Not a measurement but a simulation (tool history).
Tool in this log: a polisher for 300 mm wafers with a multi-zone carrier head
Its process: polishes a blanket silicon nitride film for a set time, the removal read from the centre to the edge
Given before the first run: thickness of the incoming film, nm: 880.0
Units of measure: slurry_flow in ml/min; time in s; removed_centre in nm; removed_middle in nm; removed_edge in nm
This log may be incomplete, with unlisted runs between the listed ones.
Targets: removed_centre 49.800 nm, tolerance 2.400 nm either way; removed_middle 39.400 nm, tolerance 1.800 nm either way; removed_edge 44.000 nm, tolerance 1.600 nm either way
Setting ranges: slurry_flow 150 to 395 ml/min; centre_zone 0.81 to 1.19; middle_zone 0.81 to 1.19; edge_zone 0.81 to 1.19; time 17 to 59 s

| run | hour | slurry_flow | centre_zone | middle_zone | edge_zone | time | removed_centre | removed_middle | removed_edge |
|---|---|---|---|---|---|---|---|---|---|
| 1 | 0.0 | 250 | 1.00 | 1.00 | 1.00 | 38 | 68.762 | 69.262 | 67.708 |
| 2 | 0.9 | 250 | 1.00 | 1.00 | 1.00 | 45 | 83.135 | 82.037 | 80.597 |
| 3 | 5.5 | 250 | 1.00 | 1.09 | 1.00 | 45 | 80.237 | 86.684 | 81.284 |
| 4 | 8.4 | 240 | 1.02 | 1.03 | 1.01 | 40 | 71.254 | 72.940 | 72.020 |
| 5 | 12.0 | 235 | 1.04 | 0.99 | 1.00 | 36 | 65.429 | 64.098 | 64.626 |
| 6 | 18.8 | 235 | 1.04 | 0.99 | 1.00 | 45 | 81.536 | 82.215 | 81.382 |
| 7 | 21.2 | 250 | 1.05 | 0.95 | 1.00 | 40 | 74.886 | 68.757 | 71.913 |
| 8 | 29.4 | 255 | 1.06 | 0.93 | 0.99 | 36 | 68.639 | 62.159 | 64.567 |
| 9 | 35.6 | 255 | 1.07 | 0.91 | 0.99 | 33 | 62.843 | 54.834 | 59.559 |

Of the 4 settings listed for the next run, only one would bring every result within its allowed miss of target. Which one?
| A | 41.8 | 260 | 1.15 | 0.87 | 1.04 | 41 | ? | ? | ? |
| B | 41.8 | 255 | 0.81 | 1.16 | 0.97 | 47 | ? | ? | ? |
| C | 41.8 | 205 | 0.95 | 0.85 | 1.19 | 42 | ? | ? | ? |
| D | 41.8 | 175 | 1.11 | 0.84 | 0.91 | 26 | ? | ? | ? |

| move | removed_centre | removed_middle | removed_edge |
|---|---|---|---|
| A | 85.340 | 66.419 | 77.288 |
| B | 68.750 | 97.131 | 85.243 |
| C | 70.776 | 65.691 | 83.750 |
| D | 50.603 | 39.799 | 45.048 |
A: the biggest miss grows against the last run
B: the biggest miss grows against the last run
C: the biggest miss grows against the last run
D: all results land within tolerance of their targets
The move that meets every target is D.
